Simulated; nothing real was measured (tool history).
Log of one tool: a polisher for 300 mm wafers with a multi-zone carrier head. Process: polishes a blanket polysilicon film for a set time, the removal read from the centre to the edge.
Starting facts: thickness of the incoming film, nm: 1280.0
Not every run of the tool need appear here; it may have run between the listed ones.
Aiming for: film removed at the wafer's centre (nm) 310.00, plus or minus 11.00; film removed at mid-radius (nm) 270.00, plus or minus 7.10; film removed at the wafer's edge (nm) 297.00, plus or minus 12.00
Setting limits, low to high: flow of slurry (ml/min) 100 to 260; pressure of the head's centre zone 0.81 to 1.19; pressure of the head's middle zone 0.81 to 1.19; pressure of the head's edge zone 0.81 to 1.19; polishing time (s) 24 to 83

run  hour  flow of slurry (ml/min)  pressure of the head's centre zone  pressure of the head's middle zone  pressure of the head's edge zone  polishing time (s)  film removed at the wafer's centre (nm)  film removed at mid-radius (nm)  film removed at the wafer's edge (nm)
  1   0.0                      165                                1.00                                1.00                              1.00                  53                                   328.50                           332.75                                 325.45
  2   6.5                      155                                1.01                                0.96                              0.98                  53                                   332.28                           314.81                                 320.66
  3  11.5                      155                                1.01                                0.96                              0.98                  59                                   367.59                           350.98                                 360.41
  4  13.6                      155                                0.93                                0.96                              0.98                  59                                   336.53                           351.98                                 359.87
  5  20.9                      175                                0.93                                0.96                              0.98                  59                                   350.58                           367.98                                 359.52
  6  27.0                      200                                0.93                                0.96                              0.98                  59                                   358.90                           373.61                                 370.32
  7  29.7                      185                                0.94                                0.92                              0.94                  57                                   346.46                           339.76                                 348.21
  8  34.0                      175                                0.95                                0.90                              0.91                  56                                   344.08                           329.12                                 332.80
  9  38.2                      160                                0.95                                0.88                              0.90                  55                                   325.40                           306.56                                 320.69
 10  47.1                      150                                0.96                                0.87                              0.89                  55                                   327.69                           301.05                                 325.13
 11  48.2                      145                                0.97                                0.86                              0.87                  54                                   322.97                           298.05                                 311.93
 12  52.8                      140                                0.98                                0.85                              0.86                  54                                   316.15                           287.94                                 308.26
 13  56.6                      135                                0.99                                0.84                              0.85                  54                                   317.81                           287.05                                 310.80
 14  59.9                      130                                1.00                                0.83                              0.84                  54                                   317.26                           277.87                                 303.68

Pick the move, out of 4, that brings all results within their allowed miss; only one does.
  A  63.2                      175                                1.00                                0.91                              0.84                  50                                        ?                                ?                                      ?
  B  63.2                      120                                0.92                                0.81                              0.91                  57                                        ?                                ?                                      ?
  C  63.2                      205                                1.10                                0.92                              0.81                  47                                        ?                                ?                                      ?
  D  63.2                      120                                1.00                                0.81                              0.81                  54                                        ?                                ?                                      ?

move  film removed at the wafer's centre (nm)  film removed at mid-radius (nm)  film removed at the wafer's edge (nm)
   A                                   316.55                           295.58                                 296.46
   B                                   303.13                           285.63                                 326.74
   C                                   334.94                           287.19                                 280.86
   D                                   310.36                           270.52                                 298.45
A: the biggest miss grows against the last run
B: the biggest miss grows against the last run
C: the biggest miss grows against the last run
D: in spec on every target
Move D is the one to make.

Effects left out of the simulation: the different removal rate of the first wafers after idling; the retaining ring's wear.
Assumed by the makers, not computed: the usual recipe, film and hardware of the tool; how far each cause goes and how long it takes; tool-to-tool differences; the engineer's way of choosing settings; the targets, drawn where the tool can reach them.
